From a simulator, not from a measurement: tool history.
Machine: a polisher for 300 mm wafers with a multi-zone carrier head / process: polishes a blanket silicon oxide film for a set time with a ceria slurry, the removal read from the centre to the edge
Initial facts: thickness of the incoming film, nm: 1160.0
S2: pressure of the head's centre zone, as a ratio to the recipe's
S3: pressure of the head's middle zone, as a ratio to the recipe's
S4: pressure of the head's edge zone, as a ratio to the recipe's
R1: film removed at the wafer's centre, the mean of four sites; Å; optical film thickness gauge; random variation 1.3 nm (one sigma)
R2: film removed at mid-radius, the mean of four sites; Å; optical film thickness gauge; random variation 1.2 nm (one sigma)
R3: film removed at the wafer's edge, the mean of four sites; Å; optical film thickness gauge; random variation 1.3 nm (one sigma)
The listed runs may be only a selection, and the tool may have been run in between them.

Run 1, hour 0.0: flow of slurry (ml/min) 150, S2 1.00, S3 1.00, S4 1.00, polishing time (s) 51. Result: R1 2066.50 Å, R2 2095.40 Å, R3 2147.50 Å.
Run 2, hour 5.2: flow of slurry (ml/min) 150, S2 0.93, S3 1.00, S4 1.00, polishing time (s) 51. Result: R1 1842.30 Å, R2 2047.40 Å, R3 2127.60 Å.
Run 3, hour 7.5: flow of slurry (ml/min) 140, S2 0.92, S3 0.98, S4 0.98, polishing time (s) 46. Result: R1 1629.40 Å, R2 1792.30 Å, R3 1889.50 Å.
Run 4, hour 16.5: flow of slurry (ml/min) 135, S2 0.91, S3 0.96, S4 0.96, polishing time (s) 42. Result: R1 1505.00 Å, R2 1608.30 Å, R3 1721.50 Å.
Run 5, hour 20.3: flow of slurry (ml/min) 135, S2 0.91, S3 0.96, S4 1.05, polishing time (s) 42. Result: R1 1488.00 Å, R2 1632.80 Å, R3 1746.70 Å.
Run 6, hour 29.1: flow of slurry (ml/min) 135, S2 0.91, S3 0.96, S4 1.05, polishing time (s) 54. Result: R1 1881.40 Å, R2 2113.30 Å, R3 2265.00 Å.
Run 7, hour 32.0: flow of slurry (ml/min) 130, S2 0.90, S3 0.95, S4 1.04, polishing time (s) 49. Result: R1 1679.30 Å, R2 1873.70 Å, R3 2021.80 Å.
Run 8, hour 37.8: flow of slurry (ml/min) 125, S2 0.89, S3 0.94, S4 1.02, polishing time (s) 45. Result: R1 1521.70 Å, R2 1688.20 Å, R3 1827.90 Å.
Run 9, hour 46.0: flow of slurry (ml/min) 120, S2 0.88, S3 0.93, S4 1.01, polishing time (s) 41. Result: R1 1363.50 Å, R2 1483.00 Å, R3 1650.70 Å.
Run 10, hour 50.7: flow of slurry (ml/min) 120, S2 0.88, S3 0.93, S4 1.00, polishing time (s) 38. Result: R1 1267.30 Å, R2 1430.20 Å, R3 1517.50 Å.
Run 11, hour 54.2: flow of slurry (ml/min) 120, S2 0.88, S3 0.91, S4 1.00, polishing time (s) 36. Result: R1 1230.60 Å, R2 1275.20 Å, R3 1487.10 Å.
Run 12, hour 58.5: flow of slurry (ml/min) 105, S2 0.83, S3 0.93, S4 0.90, polishing time (s) 23. Result: R1 710.95 Å, R2 823.31 Å, R3 877.97 Å.
Run 13, hour 60.5: flow of slurry (ml/min) 105, S2 0.83, S3 0.93, S4 0.90, polishing time (s) 23. Result: R1 696.54 Å, R2 824.19 Å, R3 878.38 Å.
Run 14, hour 68.7: flow of slurry (ml/min) 115, S2 0.83, S3 0.92, S4 0.91, polishing time (s) 23. Result: R1 711.15 Å, R2 833.50 Å, R3 867.42 Å.
Run 15, hour 77.5: flow of slurry (ml/min) 110, S2 0.84, S3 0.92, S4 0.93, polishing time (s) 23. Result: R1 726.37 Å, R2 831.05 Å, R3 873.77 Å.
Run 16, hour 79.6: flow of slurry (ml/min) 110, S2 0.84, S3 0.91, S4 0.95, polishing time (s) 24. Result: R1 774.06 Å, R2 851.02 Å, R3 944.83 Å.
Run 17, hour 85.5: flow of slurry (ml/min) 110, S2 0.84, S3 0.91, S4 0.97, polishing time (s) 24. Result: R1 753.96 Å, R2 846.61 Å, R3 949.33 Å.
Run 18, hour 92.1: flow of slurry (ml/min) 115, S2 0.85, S3 0.91, S4 0.98, polishing time (s) 24. Result: R1 775.63 Å, R2 873.00 Å, R3 976.29 Å.
Run 19, hour 94.0: flow of slurry (ml/min) 120, S2 0.86, S3 0.91, S4 0.99, polishing time (s) 24. Result: R1 783.31 Å, R2 860.66 Å, R3 963.97 Å.
Run 20, hour 96.1: flow of slurry (ml/min) 130, S2 0.89, S3 0.91, S4 1.05, polishing time (s) 31. Result: R1 1055.00 Å, R2 1114.20 Å, R3 1291.80 Å.
Run 21, hour 101.9: flow of slurry (ml/min) 130, S2 0.88, S3 0.91, S4 1.03, polishing time (s) 31. Result: R1 1067.00 Å, R2 1139.20 Å, R3 1284.20 Å.
Run 22, hour 102.8: flow of slurry (ml/min) 110, S2 0.85, S3 0.86, S4 0.99, polishing time (s) 23. Result: R1 739.72 Å, R2 787.41 Å, R3 914.80 Å.

Run 23, settings as shown, results not yet in. Your forecast:
Run 23, hour 104.0: flow of slurry (ml/min) 115, S2 0.86, S3 0.87, S4 1.00, polishing time (s) 23. Result: R1 ?, R2 ?, R3 ?.

{"run 23": {"R1": 740.31, "R2": 776.78, "R3": 917.1}}

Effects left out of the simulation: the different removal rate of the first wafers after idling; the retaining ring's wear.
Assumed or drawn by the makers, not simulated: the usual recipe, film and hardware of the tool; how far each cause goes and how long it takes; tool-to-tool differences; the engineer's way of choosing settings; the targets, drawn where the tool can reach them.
